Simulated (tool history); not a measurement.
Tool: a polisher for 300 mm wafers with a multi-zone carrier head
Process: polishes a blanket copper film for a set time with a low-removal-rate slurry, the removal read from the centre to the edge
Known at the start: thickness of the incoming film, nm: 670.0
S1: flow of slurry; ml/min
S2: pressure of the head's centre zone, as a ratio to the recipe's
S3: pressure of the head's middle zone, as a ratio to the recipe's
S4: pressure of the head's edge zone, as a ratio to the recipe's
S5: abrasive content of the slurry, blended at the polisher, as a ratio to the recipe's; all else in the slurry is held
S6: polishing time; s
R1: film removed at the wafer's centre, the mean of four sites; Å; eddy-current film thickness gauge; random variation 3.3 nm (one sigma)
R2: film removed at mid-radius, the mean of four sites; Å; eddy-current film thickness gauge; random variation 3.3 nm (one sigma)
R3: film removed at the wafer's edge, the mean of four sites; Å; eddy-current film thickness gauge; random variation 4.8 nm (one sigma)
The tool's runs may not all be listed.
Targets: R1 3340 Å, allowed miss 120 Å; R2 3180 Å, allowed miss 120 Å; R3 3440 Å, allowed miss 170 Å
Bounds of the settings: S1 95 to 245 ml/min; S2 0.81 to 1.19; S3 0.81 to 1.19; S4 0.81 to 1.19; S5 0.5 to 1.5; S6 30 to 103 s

run 1 hour=0 | S1=155 S2=1 S3=1 S4=1 S5=1 S6=66 | R1=2745.6 R2=2801.6 R3=2755.7
run 2 hour=4.7 | S1=155 S2=1 S3=1 S4=1 S5=0.9 S6=66 | R1=2743.8 R2=2671.6 R3=2678.7
run 3 hour=8.8 | S1=155 S2=1 S3=1 S4=1 S5=0.75 S6=66 | R1=2550.3 R2=2592.3 R3=2609.2
run 4 hour=12.9 | S1=160 S2=1 S3=1 S4=1.04 S5=0.85 S6=68 | R1=2760.8 R2=2753.3 R3=2753.5
run 5 hour=14.4 | S1=160 S2=1 S3=0.96 S4=1.04 S5=0.85 S6=68 | R1=2742 R2=2639.4 R3=2784.6
run 6 hour=18.6 | S1=160 S2=1 S3=0.96 S4=1.09 S5=0.85 S6=68 | R1=2752.7 R2=2657.1 R3=2819.5
run 7 hour=20.2 | S1=165 S2=0.99 S3=0.95 S4=1.1 S5=0.95 S6=69 | R1=2874.7 R2=2781.6 R3=2971.4
run 8 hour=28.2 | S1=175 S2=0.99 S3=0.95 S4=1.12 S5=1 S6=70 | R1=3023.7 R2=2894.2 R3=3205.9
run 9 hour=33.7 | S1=185 S2=1 S3=0.96 S4=1.12 S5=1 S6=70 | R1=3046.2 R2=2928.2 R3=3189.7
run 10 hour=42.6 | S1=190 S2=1.01 S3=0.97 S4=1.13 S5=1 S6=70 | R1=3111 R2=2971 R3=3220.1

Which of these 5 next moves meets every target?
run A hour=51.5 | S1=180 S2=1.09 S3=0.84 S4=1.15 S5=0.95 S6=74 | R1=? R2=? R3=?
run B hour=51.5 | S1=155 S2=1.02 S3=1.14 S4=1.11 S5=1 S6=69 | R1=? R2=? R3=?
run C hour=51.5 | S1=245 S2=1 S3=0.81 S4=1.12 S5=1.15 S6=72 | R1=? R2=? R3=?
run D hour=51.5 | S1=190 S2=1 S3=0.95 S4=1.1 S5=1.2 S6=73 | R1=? R2=? R3=?
run E hour=51.5 | S1=205 S2=1.16 S3=1.04 S4=1.17 S5=0.8 S6=68 | R1=? R2=? R3=?

move=A R1=3527.8 R2=2686.7 R3=3327.1
move=B R1=3029.2 R2=3194.6 R3=3014.5
move=C R1=3467.6 R2=2783.4 R3=3463.7
move=D R1=3420.5 R2=3142.1 R3=3420.7
move=E R1=3384.5 R2=2881.2 R3=2989
A: takes the result that was furthest off past its target
B: further off than the last run
C: takes the result that was furthest off past its target
D: meets every target
E: brings the result that was furthest off to its target, and leaves another outside
Move D is the one to make.
